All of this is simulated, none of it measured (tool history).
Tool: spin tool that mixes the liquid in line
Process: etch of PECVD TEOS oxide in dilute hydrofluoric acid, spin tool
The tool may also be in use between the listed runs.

run	day	temperature setpoint of the liquid (K)	parts of water to one part of 49 % hydrofluoric acid (parts by volume)	time under the liquid (s)	thickness taken off the PECVD TEOS oxide on a monitor wafer (nm)
1	0	294.15	90	15	2.8536
2	0.225	296.15	85	15	3.2981
3	0.433	293.15	85	15	2.9266
4	0.542	296.15	85	15	3.3008
5	0.738	296.15	85	15	3.3139
6	0.904	298.65	85	15	3.6791

Run 7 comes next. What will it give?
7	0.962	299.65	80	15	?

Run 7 gave thickness taken off the PECVD TEOS oxide on a monitor wafer (nm) 4.0273.
